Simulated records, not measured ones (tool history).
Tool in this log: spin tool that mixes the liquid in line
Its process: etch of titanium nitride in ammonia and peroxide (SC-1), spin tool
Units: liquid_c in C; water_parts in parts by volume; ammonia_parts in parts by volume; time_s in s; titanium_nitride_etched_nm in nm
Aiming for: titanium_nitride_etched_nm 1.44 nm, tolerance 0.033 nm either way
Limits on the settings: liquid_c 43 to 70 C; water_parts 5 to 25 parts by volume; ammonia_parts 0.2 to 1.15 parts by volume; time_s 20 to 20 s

run  hour  liquid_c  water_parts  ammonia_parts  time_s  titanium_nitride_etched_nm
  1     0        59           14           0.65      20                      2.5453
  2   3.2        62           14           0.65      20                      3.0681
  3   7.1        62           14           0.65      20                      3.0621
  4  14.2        62           14           0.45      20                      2.8827
  5  22.9      59.5           14           0.45      20                       2.431
  6  30.6      57.5           14           0.45      20                      2.1363
  7  37.2        56           14           0.45      20                      1.9432
  8  44.5        55           14           0.45      20                      1.8175
  9  49.7        54           14           0.45      20                      1.6931
 10  55.4      53.5           14           0.45      20                      1.6332
 11  60.2        53           14           0.45      20                      1.5909
 12  68.3      52.5           14           0.45      20                      1.5265
 13  74.2        52           14           0.45      20                      1.4716

Below are 4 possible settings for the next run. Only one of them brings all results inside the allowed miss of their targets. Which is it?
  A  80.1      53.5         17.5           0.65      20                           ?
  B  80.1        51         14.5           0.65      20                           ?
  C  80.1        52         14.5            0.6      20                           ?
  D  80.1      53.5         15.5            0.4      20                           ?

move  titanium_nitride_etched_nm
   A                      1.5503
   B                      1.4462
   C                      1.5277
   D                      1.5164
A: lands further from the targets than the last run did
B: every result within its allowed miss
C: lands further from the targets than the last run did
D: lands further from the targets than the last run did
Go with B: it meets all targets.
